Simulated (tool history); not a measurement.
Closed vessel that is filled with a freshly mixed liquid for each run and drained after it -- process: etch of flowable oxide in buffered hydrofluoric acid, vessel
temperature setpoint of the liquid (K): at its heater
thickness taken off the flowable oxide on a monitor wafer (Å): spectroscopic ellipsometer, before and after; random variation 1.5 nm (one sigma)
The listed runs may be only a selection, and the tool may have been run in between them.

run	hour	temperature setpoint of the liquid (K)	parts of 40 % ammonium fluoride to one part of 49 % hydrofluoric acid (parts by volume)	time in the liquid (s)	thickness taken off the flowable oxide on a monitor wafer (Å)
1	0.0	294.15	9.0	90	2512.0
2	5.4	293.65	9.5	90	2412.6
3	13.4	293.65	7.5	90	2989.2
4	18.7	293.65	9.0	90	2455.8
5	21.3	293.65	9.0	95	2597.9
6	23.2	294.65	9.0	95	2738.0
7	29.7	294.65	9.0	95	2730.4
8	32.0	294.15	9.5	95	2571.0
9	36.7	293.65	10.0	95	2424.9
10	40.1	293.15	10.5	95	2244.4
11	45.6	292.65	11.0	95	2113.0
12	52.3	292.15	11.0	95	2058.0
13	54.7	291.65	11.0	95	1988.8

Run 14, settings as shown, results not yet in. Your forecast:
14	62.9	290.65	11.5	95	?

Run 14 gave thickness taken off the flowable oxide on a monitor wafer (Å) 1788.4.
